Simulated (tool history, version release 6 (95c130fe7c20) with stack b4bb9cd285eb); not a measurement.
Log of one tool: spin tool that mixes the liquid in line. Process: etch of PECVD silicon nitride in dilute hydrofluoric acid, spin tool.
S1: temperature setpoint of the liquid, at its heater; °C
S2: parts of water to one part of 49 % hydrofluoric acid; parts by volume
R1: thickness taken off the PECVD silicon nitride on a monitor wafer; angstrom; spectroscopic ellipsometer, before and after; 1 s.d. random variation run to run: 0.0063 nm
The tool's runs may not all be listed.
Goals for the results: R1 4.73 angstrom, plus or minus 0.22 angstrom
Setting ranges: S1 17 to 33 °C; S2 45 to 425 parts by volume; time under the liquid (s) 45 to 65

Run 1, hour 0: S1 25 °C, S2 235 parts by volume, time under the liquid (s) 65. Result: R1 8.409 angstrom.
Run 2, hour 1: S1 23.5 °C, S2 240 parts by volume, time under the liquid (s) 65. Result: R1 7.5608 angstrom.
Run 3, hour 5.8: S1 26 °C, S2 240 parts by volume, time under the liquid (s) 65. Result: R1 8.9922 angstrom.
Run 4, hour 13.3: S1 28 °C, S2 240 parts by volume, time under the liquid (s) 65. Result: R1 9.8593 angstrom.
Run 5, hour 18.7: S1 28 °C, S2 310 parts by volume, time under the liquid (s) 65. Result: R1 7.6316 angstrom.
Run 6, hour 20.9: S1 30.5 °C, S2 310 parts by volume, time under the liquid (s) 65. Result: R1 8.7351 angstrom.
Run 7, hour 24.8: S1 28.5 °C, S2 315 parts by volume, time under the liquid (s) 65. Result: R1 7.735 angstrom.
Run 8, hour 31: S1 26.5 °C, S2 320 parts by volume, time under the liquid (s) 65. Result: R1 6.759 angstrom.
Run 9, hour 37.1: S1 25 °C, S2 325 parts by volume, time under the liquid (s) 65. Result: R1 6.0873 angstrom.
Run 10, hour 39.3: S1 24 °C, S2 325 parts by volume, time under the liquid (s) 65. Result: R1 5.7832 angstrom.
Run 11, hour 41.8: S1 23.5 °C, S2 325 parts by volume, time under the liquid (s) 65. Result: R1 5.5144 angstrom.
Run 12, hour 47.1: S1 23 °C, S2 325 parts by volume, time under the liquid (s) 65. Result: R1 5.3593 angstrom.

Which one of the following 4 next-run settings gets every result inside its allowed miss? There is exactly one.
Run A, hour 52.4: S1 22 °C, S2 290 parts by volume, time under the liquid (s) 65. Result: R1 ?.
Run B, hour 52.4: S1 21.5 °C, S2 230 parts by volume, time under the liquid (s) 45. Result: R1 ?.
Run C, hour 52.4: S1 25.5 °C, S2 355 parts by volume, time under the liquid (s) 65. Result: R1 ?.
Run D, hour 52.4: S1 22 °C, S2 310 parts by volume, time under the liquid (s) 65. Result: R1 ?.

move      R1
   A  5.6808
   B  4.7798
   C  5.7527
   D  5.3219
A: moves away from the targets compared with the last run
B: meets every target
C: moves away from the targets compared with the last run
D: nearer than the last run, and not there yet
The move that meets every target is B.
